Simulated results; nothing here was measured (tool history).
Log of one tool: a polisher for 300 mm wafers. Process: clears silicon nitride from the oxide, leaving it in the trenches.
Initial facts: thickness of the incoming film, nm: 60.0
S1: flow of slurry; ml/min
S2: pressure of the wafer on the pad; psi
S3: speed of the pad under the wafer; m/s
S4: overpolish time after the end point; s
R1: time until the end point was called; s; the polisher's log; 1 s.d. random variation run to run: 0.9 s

| run | hour | S1 | S2 | S3 | S4 | R1 |
|---|---|---|---|---|---|---|
| 1 | 0 | 140 | 3.2 | 0.82 | 44 | 59.587 |
| 2 | 1.3 | 140 | 3.2 | 0.82 | 44 | 59.155 |
| 3 | 6.2 | 140 | 3.9 | 0.82 | 44 | 52.169 |
| 4 | 11.3 | 130 | 3 | 0.76 | 44 | 67.603 |
| 5 | 15.2 | 160 | 3 | 0.76 | 44 | 66.528 |
| 6 | 19.8 | 160 | 3 | 0.92 | 44 | 54.428 |

For run 7, what comes out?
| 7 | 25.8 | 155 | 2.4 | 0.82 | 44 | ? |

{"run 7": {"R1": 69.564}}

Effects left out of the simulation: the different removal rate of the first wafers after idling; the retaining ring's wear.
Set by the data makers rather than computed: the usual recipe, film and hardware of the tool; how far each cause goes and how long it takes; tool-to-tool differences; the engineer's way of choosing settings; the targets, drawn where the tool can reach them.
